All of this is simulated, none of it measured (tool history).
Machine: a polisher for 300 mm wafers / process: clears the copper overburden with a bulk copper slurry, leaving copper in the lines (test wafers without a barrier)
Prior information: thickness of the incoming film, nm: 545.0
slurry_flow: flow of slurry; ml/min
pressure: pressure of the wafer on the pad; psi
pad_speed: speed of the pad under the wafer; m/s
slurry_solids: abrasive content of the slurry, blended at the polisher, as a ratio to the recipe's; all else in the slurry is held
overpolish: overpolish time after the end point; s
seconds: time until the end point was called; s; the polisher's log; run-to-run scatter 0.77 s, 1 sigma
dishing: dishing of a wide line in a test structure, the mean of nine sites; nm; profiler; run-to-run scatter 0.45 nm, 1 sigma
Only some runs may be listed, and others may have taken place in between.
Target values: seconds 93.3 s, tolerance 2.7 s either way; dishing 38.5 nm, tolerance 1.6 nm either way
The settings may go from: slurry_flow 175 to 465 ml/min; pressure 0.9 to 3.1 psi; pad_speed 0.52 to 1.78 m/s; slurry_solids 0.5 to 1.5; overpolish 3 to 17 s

| run | hour | slurry_flow | pressure | pad_speed | slurry_solids | overpolish | seconds | dishing |
|---|---|---|---|---|---|---|---|---|
| 1 | 0 | 295 | 2 | 1.14 | 1 | 9 | 81.406 | 36.461 |
| 2 | 3.8 | 295 | 2.3 | 1.14 | 1 | 9 | 75.561 | 40.083 |
| 3 | 8.9 | 295 | 1.9 | 1.14 | 1 | 9 | 83.879 | 35.286 |
| 4 | 10.7 | 295 | 1.9 | 1.14 | 1 | 12 | 83.652 | 45.435 |
| 5 | 17.4 | 295 | 1.9 | 1.14 | 1 | 15 | 84.456 | 54.221 |
| 6 | 23.4 | 300 | 1.8 | 1.14 | 1 | 14 | 85.7 | 49.409 |
| 7 | 28.8 | 275 | 1.5 | 1.14 | 1 | 12 | 97.915 | 39.273 |
| 8 | 35 | 285 | 1.5 | 1.14 | 1 | 12 | 96.572 | 39.907 |
| 9 | 37.2 | 295 | 1.5 | 1.14 | 1 | 12 | 95.956 | 39.917 |
| 10 | 39.5 | 305 | 1.5 | 1.14 | 1 | 12 | 94.751 | 40.514 |
| 11 | 42.5 | 310 | 1.5 | 1.14 | 1 | 12 | 96.56 | 41.093 |
| 12 | 47.6 | 300 | 1.5 | 1.14 | 1 | 12 | 95.003 | 40.481 |
| 13 | 55.2 | 305 | 1.5 | 1.14 | 1 | 12 | 95.406 | 40.207 |
| 14 | 57 | 310 | 1.5 | 1.14 | 1 | 12 | 94.622 | 39.815 |
| 15 | 64.3 | 315 | 1.5 | 1.14 | 1 | 12 | 94.061 | 39.731 |
| 16 | 72.6 | 320 | 1.5 | 1.14 | 1 | 12 | 94.449 | 40.966 |

Exactly one of the 4 candidate moves below puts every result within its allowed miss. Which one?
| A | 80.9 | 295 | 1.9 | 1 | 1 | 13 | ? | ? |
| B | 80.9 | 290 | 1.4 | 1.18 | 1.05 | 13 | ? | ? |
| C | 80.9 | 325 | 1.4 | 1.18 | 1.05 | 13 | ? | ? |
| D | 80.9 | 295 | 1.8 | 1.1 | 0.85 | 11 | ? | ? |

| move | seconds | dishing |
|---|---|---|
| A | 92.681 | 43.979 |
| B | 94.355 | 42.637 |
| C | 93.331 | 43.011 |
| D | 91.805 | 38.502 |
A: its largest miss is bigger than the last run's
B: its largest miss is bigger than the last run's
C: its largest miss is bigger than the last run's
D: in spec on every target
Go with D: it meets all targets.
